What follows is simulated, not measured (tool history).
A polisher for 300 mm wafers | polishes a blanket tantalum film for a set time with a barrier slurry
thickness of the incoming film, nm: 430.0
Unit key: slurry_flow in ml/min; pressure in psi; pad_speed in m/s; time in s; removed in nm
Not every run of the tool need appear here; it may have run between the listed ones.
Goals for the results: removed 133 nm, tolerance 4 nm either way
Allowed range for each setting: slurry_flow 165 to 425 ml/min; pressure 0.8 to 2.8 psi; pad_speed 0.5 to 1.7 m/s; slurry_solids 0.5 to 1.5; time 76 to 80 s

run	hour	slurry_flow	pressure	pad_speed	slurry_solids	time	removed
1	0	275	1.8	1.1	1	76	110.03
2	3.1	275	1.8	1.1	1.15	76	114.5
3	3.7	275	1.9	1.1	1.15	76	122.51
4	11.6	275	1.9	1.1	1.15	80	128.29
5	16.9	275	1.9	1.1	1.15	76	120.57
6	24.6	275	1.9	1	1.15	76	110.09
7	28.3	275	2	1	1.15	76	115.59
8	28.9	275	2.1	1	1.15	76	123.39

Which one of the following 5 next-run settings gets every result inside its allowed miss? There is exactly one.
A	29.5	260	1.9	0.98	1.3	76	?
B	29.5	290	2.3	0.86	1.25	80	?
C	29.5	335	1.9	1.02	1.15	76	?
D	29.5	285	1.9	1.02	1.05	79	?
E	29.5	375	2.3	0.88	1.35	80	?

move	removed
A	111.2
B	124.15
C	114.21
D	114.64
E	131.44
A: further off than the last run
B: better than the last run, though not everything is in spec
C: further off than the last run
D: further off than the last run
E: all results in spec
The right move is E.
